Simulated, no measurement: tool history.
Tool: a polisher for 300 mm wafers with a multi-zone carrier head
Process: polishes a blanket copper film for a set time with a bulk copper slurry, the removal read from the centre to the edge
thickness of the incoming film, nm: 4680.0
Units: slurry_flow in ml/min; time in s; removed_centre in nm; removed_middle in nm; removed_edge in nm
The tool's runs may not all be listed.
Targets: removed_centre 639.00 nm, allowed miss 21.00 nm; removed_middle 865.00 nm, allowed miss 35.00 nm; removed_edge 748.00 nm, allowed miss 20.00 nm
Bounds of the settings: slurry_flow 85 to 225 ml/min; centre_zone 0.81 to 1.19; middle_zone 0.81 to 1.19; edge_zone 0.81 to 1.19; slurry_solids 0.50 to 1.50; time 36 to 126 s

run 1 day=0.000 | slurry_flow=145 centre_zone=1.00 middle_zone=1.00 edge_zone=1.00 slurry_solids=1.00 time=81 | removed_centre=583.23 removed_middle=586.65 removed_edge=583.51
run 2 day=0.025 | slurry_flow=145 centre_zone=1.00 middle_zone=1.00 edge_zone=0.97 slurry_solids=1.00 time=81 | removed_centre=583.40 removed_middle=591.44 removed_edge=582.18
run 3 day=0.146 | slurry_flow=145 centre_zone=1.00 middle_zone=1.00 edge_zone=0.97 slurry_solids=0.85 time=81 | removed_centre=561.25 removed_middle=568.01 removed_edge=553.45
run 4 day=0.221 | slurry_flow=175 centre_zone=1.00 middle_zone=1.00 edge_zone=0.97 slurry_solids=0.85 time=81 | removed_centre=582.76 removed_middle=585.82 removed_edge=574.61
-- day=0.512 worn pad replaced by a new one
run 5 day=0.512 | slurry_flow=175 centre_zone=1.00 middle_zone=0.94 edge_zone=0.97 slurry_solids=0.85 time=81 | removed_centre=625.21 removed_middle=572.58 removed_edge=603.33
run 6 day=0.808 | slurry_flow=175 centre_zone=1.00 middle_zone=0.94 edge_zone=1.02 slurry_solids=0.85 time=81 | removed_centre=616.52 removed_middle=592.32 removed_edge=615.02
run 7 day=1.146 | slurry_flow=185 centre_zone=0.99 middle_zone=0.99 edge_zone=1.05 slurry_solids=0.95 time=82 | removed_centre=629.56 removed_middle=639.11 removed_edge=654.71
run 8 day=1.433 | slurry_flow=190 centre_zone=0.98 middle_zone=1.04 edge_zone=1.05 slurry_solids=1.05 time=83 | removed_centre=651.62 removed_middle=701.59 removed_edge=675.75
run 9 day=1.479 | slurry_flow=195 centre_zone=0.96 middle_zone=1.07 edge_zone=1.07 slurry_solids=1.10 time=83 | removed_centre=655.44 removed_middle=727.25 removed_edge=683.86
run 10 day=1.767 | slurry_flow=200 centre_zone=0.94 middle_zone=1.10 edge_zone=1.10 slurry_solids=1.10 time=83 | removed_centre=631.41 removed_middle=739.35 removed_edge=702.84
run 11 day=1.992 | slurry_flow=200 centre_zone=0.94 middle_zone=1.10 edge_zone=1.10 slurry_solids=1.10 time=83 | removed_centre=643.61 removed_middle=750.32 removed_edge=708.00

4 next moves are on the table. One of them brings every result within its allowed miss. Which?
run A day=2.217 | slurry_flow=225 centre_zone=0.87 middle_zone=1.19 edge_zone=1.10 slurry_solids=1.15 time=87 | removed_centre=? removed_middle=? removed_edge=?
run B day=2.217 | slurry_flow=200 centre_zone=0.81 middle_zone=1.10 edge_zone=1.08 slurry_solids=0.60 time=109 | removed_centre=? removed_middle=? removed_edge=?
run C day=2.217 | slurry_flow=175 centre_zone=0.88 middle_zone=1.10 edge_zone=1.07 slurry_solids=1.15 time=90 | removed_centre=? removed_middle=? removed_edge=?
run D day=2.217 | slurry_flow=150 centre_zone=0.81 middle_zone=1.10 edge_zone=1.16 slurry_solids=1.10 time=95 | removed_centre=? removed_middle=? removed_edge=?

move=A removed_centre=639.43 removed_middle=872.60 removed_edge=753.99
move=B removed_centre=638.85 removed_middle=878.12 removed_edge=808.56
move=C removed_centre=640.77 removed_middle=811.85 removed_edge=748.58
move=D removed_centre=596.12 removed_middle=824.33 removed_edge=798.23
A: meets every target
B: brings the result that was furthest off to its target, and leaves another outside
C: nearer than the last run, and not there yet
D: nearer than the last run, and not there yet
Answer: A
